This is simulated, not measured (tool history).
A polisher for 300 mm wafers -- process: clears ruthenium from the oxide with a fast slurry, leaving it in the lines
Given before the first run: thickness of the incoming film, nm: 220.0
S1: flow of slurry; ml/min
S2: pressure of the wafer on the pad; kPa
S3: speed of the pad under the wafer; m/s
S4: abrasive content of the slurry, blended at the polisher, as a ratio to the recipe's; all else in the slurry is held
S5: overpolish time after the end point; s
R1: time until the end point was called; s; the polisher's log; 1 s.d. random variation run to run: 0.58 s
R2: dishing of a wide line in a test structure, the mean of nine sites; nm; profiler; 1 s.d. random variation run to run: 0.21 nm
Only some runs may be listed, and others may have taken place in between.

| run | day | S1 | S2 | S3 | S4 | S5 | R1 | R2 |
|---|---|---|---|---|---|---|---|---|
| 1 | 0.000 | 245 | 15.2 | 0.96 | 1.0 | 13 | 81.087 | 14.164 |
| 2 | 0.229 | 245 | 15.2 | 0.84 | 1.0 | 13 | 93.453 | 13.302 |
| 3 | 0.450 | 245 | 12.4 | 0.84 | 1.0 | 13 | 114.560 | 12.754 |
| 4 | 0.521 | 245 | 14.5 | 0.84 | 1.0 | 12 | 97.686 | 12.572 |
| 5 | 0.700 | 245 | 14.5 | 0.84 | 1.0 | 14 | 98.521 | 13.799 |
| 6 | 0.850 | 305 | 14.5 | 0.84 | 1.0 | 14 | 94.868 | 13.513 |
| 7 | 1.008 | 305 | 15.9 | 0.84 | 1.0 | 13 | 88.928 | 14.175 |
| 8 | 1.029 | 280 | 16.5 | 0.88 | 1.0 | 11 | 78.615 | 13.680 |
| 9 | 1.271 | 260 | 17.2 | 0.88 | 1.0 | 10 | 76.501 | 13.126 |
| 10 | 1.479 | 260 | 17.9 | 0.88 | 1.0 | 9 | 74.024 | 12.483 |
| 11 | 1.538 | 260 | 18.6 | 0.88 | 1.0 | 9 | 72.954 | 13.075 |

Forecast run 12:
| 12 | 1.871 | 255 | 19.3 | 0.88 | 1.0 | 8 | ? | ? |

Run 12 measured R1 71.009 s, R2 12.520 nm.
